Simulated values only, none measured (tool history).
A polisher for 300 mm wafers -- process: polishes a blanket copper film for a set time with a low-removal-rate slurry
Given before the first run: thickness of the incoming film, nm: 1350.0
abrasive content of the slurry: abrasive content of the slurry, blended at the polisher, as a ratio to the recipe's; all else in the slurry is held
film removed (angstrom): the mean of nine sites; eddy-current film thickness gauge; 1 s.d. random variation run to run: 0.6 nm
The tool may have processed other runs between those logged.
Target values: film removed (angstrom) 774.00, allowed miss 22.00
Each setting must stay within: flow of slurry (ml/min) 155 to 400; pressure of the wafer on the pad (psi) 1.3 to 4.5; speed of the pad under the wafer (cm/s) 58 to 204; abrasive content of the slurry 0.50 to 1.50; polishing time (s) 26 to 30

run	hour	flow of slurry (ml/min)	pressure of the wafer on the pad (psi)	speed of the pad under the wafer (cm/s)	abrasive content of the slurry	polishing time (s)	film removed (angstrom)
1	0.0	255	2.9	130	1.00	30	960.35
2	1.2	195	2.9	130	1.00	30	902.62
3	9.7	240	2.9	130	1.00	30	938.92
4	14.5	230	2.8	130	1.00	30	896.59
5	15.7	230	3.4	130	1.00	30	1070.40
6	20.4	230	3.4	130	1.00	26	935.29
7	22.5	220	3.3	130	1.00	26	895.20
8	23.3	220	3.3	130	1.00	26	890.28
9	25.4	210	3.2	130	1.00	26	864.76

4 candidate next runs follow, results not yet known. Just one meets every target within its allowed miss. Identify it.
A	27.5	185	3.0	126	1.00	28	?
B	27.5	155	3.3	122	0.75	26	?
C	27.5	230	2.7	124	0.90	26	?
D	27.5	155	3.1	120	0.95	28	?

move	film removed (angstrom)
A	848.19
B	780.74
C	722.49
D	813.62
A: moves toward the targets from the last run without getting all of them in spec
B: every result lands within tolerance
C: pushes the last run's worst result past its target
D: moves toward the targets from the last run without getting all of them in spec
B meets every target.
